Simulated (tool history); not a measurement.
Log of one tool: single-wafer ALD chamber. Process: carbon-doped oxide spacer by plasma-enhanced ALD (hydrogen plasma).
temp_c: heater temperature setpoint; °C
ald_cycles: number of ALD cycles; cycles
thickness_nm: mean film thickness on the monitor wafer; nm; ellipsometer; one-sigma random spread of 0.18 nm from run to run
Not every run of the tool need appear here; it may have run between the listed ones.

run 1 day=0.000 | temp_c=415 ald_cycles=612 | thickness_nm=29.647
run 2 day=0.208 | temp_c=411 ald_cycles=612 | thickness_nm=29.905
run 3 day=0.271 | temp_c=411 ald_cycles=657 | thickness_nm=32.495
run 4 day=0.567 | temp_c=409 ald_cycles=664 | thickness_nm=32.739
run 5 day=0.633 | temp_c=408 ald_cycles=674 | thickness_nm=33.704
run 6 day=0.912 | temp_c=408 ald_cycles=747 | thickness_nm=37.365

Run 7 comes next. What will it give?
run 7 day=1.200 | temp_c=410 ald_cycles=744 | thickness_nm=?

thickness_nm: 36.899 nm
